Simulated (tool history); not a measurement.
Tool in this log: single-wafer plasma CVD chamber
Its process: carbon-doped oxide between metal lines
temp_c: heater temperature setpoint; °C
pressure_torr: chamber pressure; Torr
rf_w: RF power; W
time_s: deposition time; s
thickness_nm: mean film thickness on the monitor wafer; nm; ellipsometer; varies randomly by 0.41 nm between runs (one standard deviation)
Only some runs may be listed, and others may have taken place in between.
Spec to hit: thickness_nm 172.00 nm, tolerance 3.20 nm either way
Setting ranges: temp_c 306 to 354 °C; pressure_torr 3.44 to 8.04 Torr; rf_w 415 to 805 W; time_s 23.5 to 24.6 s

run  hour  temp_c  pressure_torr  rf_w  time_s  thickness_nm
  1   0.0     330           5.74   610    24.6        148.57
  2   6.8     325           5.74   610    24.6        151.70
  3  13.6     324           5.84   615    24.6        153.75
  4  22.0     324           5.84   555    24.6        140.96
  5  25.8     323           5.93   565    24.6        143.84
  6  32.9     322           6.00   575    24.6        145.81
  7  40.6     321           6.02   585    24.6        149.28
  8  45.6     320           6.09   590    24.6        150.77
  9  46.7     309           7.04   685    24.6        181.11
 10  52.7     310           6.99   685    24.6        181.04
 11  55.2     320           6.41   665    24.6        168.24
 12  64.2     320           6.43   665    24.6        168.56

Consider the 4 candidate settings below. Which is the only one whose results all fall within their allowed miss of target?
  A  73.2     311           6.24   615    24.6             ?
  B  73.2     340           7.13   730    24.6             ?
  C  73.2     323           6.18   730    24.6             ?
  D  73.2     306           8.04   590    24.6             ?

move  thickness_nm
   A        163.54
   B        171.75
   C        179.58
   D        164.06
A: its largest miss is bigger than the last run's
B: every result within its allowed miss
C: takes the biggest miss from the last run beyond its target
D: its largest miss is bigger than the last run's
The move that meets every target is B.

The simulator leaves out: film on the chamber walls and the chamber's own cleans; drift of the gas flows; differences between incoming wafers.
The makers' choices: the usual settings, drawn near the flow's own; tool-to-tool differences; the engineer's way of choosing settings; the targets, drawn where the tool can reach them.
